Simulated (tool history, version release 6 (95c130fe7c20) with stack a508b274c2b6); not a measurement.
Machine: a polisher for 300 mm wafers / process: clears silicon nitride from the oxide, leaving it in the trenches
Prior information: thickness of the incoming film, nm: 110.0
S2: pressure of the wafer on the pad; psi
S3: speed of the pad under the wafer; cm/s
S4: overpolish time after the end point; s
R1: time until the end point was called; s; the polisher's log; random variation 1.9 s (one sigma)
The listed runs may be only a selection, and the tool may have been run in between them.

run 1 day=0 | flow_of_slurry_(ml/min)=190 S2=2.7 S3=78 S4=38 | R1=163.97
run 2 day=0.333 | flow_of_slurry_(ml/min)=190 S2=2.7 S3=78 S4=40 | R1=162.32
run 3 day=0.358 | flow_of_slurry_(ml/min)=185 S2=2.4 S3=78 S4=40 | R1=179.33
run 4 day=0.438 | flow_of_slurry_(ml/min)=185 S2=2.2 S3=78 S4=40 | R1=192.88
run 5 day=0.583 | flow_of_slurry_(ml/min)=180 S2=2 S3=78 S4=40 | R1=212.47
run 6 day=0.704 | flow_of_slurry_(ml/min)=180 S2=2 S3=90 S4=40 | R1=187.2
run 7 day=0.725 | flow_of_slurry_(ml/min)=175 S2=1.8 S3=90 S4=40 | R1=210.07

The next listed run, before its measurement:
run 8 day=0.808 | flow_of_slurry_(ml/min)=165 S2=1.8 S3=90 S4=40 | R1=?

R1: 205.65 s

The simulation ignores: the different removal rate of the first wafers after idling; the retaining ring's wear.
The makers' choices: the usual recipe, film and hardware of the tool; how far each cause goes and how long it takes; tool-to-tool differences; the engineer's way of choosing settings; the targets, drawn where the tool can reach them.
